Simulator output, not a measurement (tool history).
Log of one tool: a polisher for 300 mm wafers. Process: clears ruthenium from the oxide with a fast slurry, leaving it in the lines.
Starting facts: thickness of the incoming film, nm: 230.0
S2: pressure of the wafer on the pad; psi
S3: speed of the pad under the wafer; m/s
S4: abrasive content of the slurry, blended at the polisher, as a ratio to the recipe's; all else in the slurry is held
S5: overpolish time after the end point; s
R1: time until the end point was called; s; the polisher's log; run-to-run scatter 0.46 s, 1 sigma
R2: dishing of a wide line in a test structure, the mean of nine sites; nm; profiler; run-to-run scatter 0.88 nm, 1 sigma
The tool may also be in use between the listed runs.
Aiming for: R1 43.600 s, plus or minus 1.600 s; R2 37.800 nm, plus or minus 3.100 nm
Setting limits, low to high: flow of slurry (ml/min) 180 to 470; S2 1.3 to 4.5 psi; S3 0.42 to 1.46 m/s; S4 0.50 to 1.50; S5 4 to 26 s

run 1 day=0.000 | flow_of_slurry_(ml/min)=300 S2=2.9 S3=0.94 S4=1.00 S5=13 | R1=60.951 R2=35.259
run 2 day=0.238 | flow_of_slurry_(ml/min)=300 S2=2.9 S3=0.94 S4=1.00 S5=17 | R1=61.538 R2=42.641
run 3 day=0.471 | flow_of_slurry_(ml/min)=300 S2=2.9 S3=1.16 S4=1.00 S5=17 | R1=50.497 R2=51.052
run 4 day=0.708 | flow_of_slurry_(ml/min)=300 S2=3.4 S3=1.16 S4=1.00 S5=17 | R1=43.665 R2=57.200
run 5 day=0.762 | flow_of_slurry_(ml/min)=300 S2=3.4 S3=1.16 S4=1.00 S5=16 | R1=43.755 R2=54.744
run 6 day=1.067 | flow_of_slurry_(ml/min)=255 S2=3.4 S3=1.16 S4=1.00 S5=16 | R1=43.521 R2=56.583
run 7 day=1.283 | flow_of_slurry_(ml/min)=260 S2=3.4 S3=1.16 S4=1.00 S5=15 | R1=44.577 R2=52.085
run 8 day=1.608 | flow_of_slurry_(ml/min)=265 S2=3.4 S3=1.16 S4=1.00 S5=14 | R1=44.557 R2=48.069

5 next moves are on the table. One of them brings every result within its allowed miss. Which?
run A day=1.933 | flow_of_slurry_(ml/min)=250 S2=3.4 S3=1.20 S4=0.80 S5=9 | R1=? R2=?
run B day=1.933 | flow_of_slurry_(ml/min)=280 S2=3.4 S3=1.20 S4=0.95 S5=13 | R1=? R2=?
run C day=1.933 | flow_of_slurry_(ml/min)=265 S2=3.5 S3=1.14 S4=1.00 S5=10 | R1=? R2=?
run D day=1.933 | flow_of_slurry_(ml/min)=235 S2=3.4 S3=1.14 S4=1.05 S5=8 | R1=? R2=?
run E day=1.933 | flow_of_slurry_(ml/min)=270 S2=4.1 S3=1.22 S4=0.75 S5=8 | R1=? R2=?

move=A R1=48.132 R2=32.031
move=B R1=43.704 R2=46.674
move=C R1=43.786 R2=37.844
move=D R1=44.492 R2=30.980
move=E R1=40.588 R2=33.489
A: moves the result that the last run missed by most past its target, out the other side
B: closes in on the targets versus the last run, not all within tolerance yet
C: every result within its allowed miss
D: moves the result that the last run missed by most past its target, out the other side
E: moves the result that the last run missed by most past its target, out the other side
C is the move that brings every result within its allowed miss.
